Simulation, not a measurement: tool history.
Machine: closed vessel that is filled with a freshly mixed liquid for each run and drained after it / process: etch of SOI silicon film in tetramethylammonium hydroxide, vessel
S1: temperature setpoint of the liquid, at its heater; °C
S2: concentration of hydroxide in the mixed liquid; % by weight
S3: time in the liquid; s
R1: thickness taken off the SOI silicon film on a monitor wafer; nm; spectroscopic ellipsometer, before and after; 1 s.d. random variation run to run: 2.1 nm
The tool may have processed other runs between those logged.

run 1 hour=0 | S1=75 S2=8.5 S3=30 | R1=278.91
run 2 hour=4.8 | S1=75 S2=9.5 S3=30 | R1=267.01
run 3 hour=11.6 | S1=75 S2=9.5 S3=30 | R1=264.58
run 4 hour=15.5 | S1=74.5 S2=9.5 S3=30 | R1=259.25
run 5 hour=24.1 | S1=74 S2=9.5 S3=30 | R1=252.47
run 6 hour=32.4 | S1=78.5 S2=9.5 S3=30 | R1=328.17
run 7 hour=38.9 | S1=78 S2=9.5 S3=30 | R1=314.72
run 8 hour=40.1 | S1=77.5 S2=9.5 S3=30 | R1=308.43

Run 9 has not been measured yet. What should we expect?
run 9 hour=44.2 | S1=71 S2=9.5 S3=30 | R1=?

{"run 9": {"R1": 208.75}}
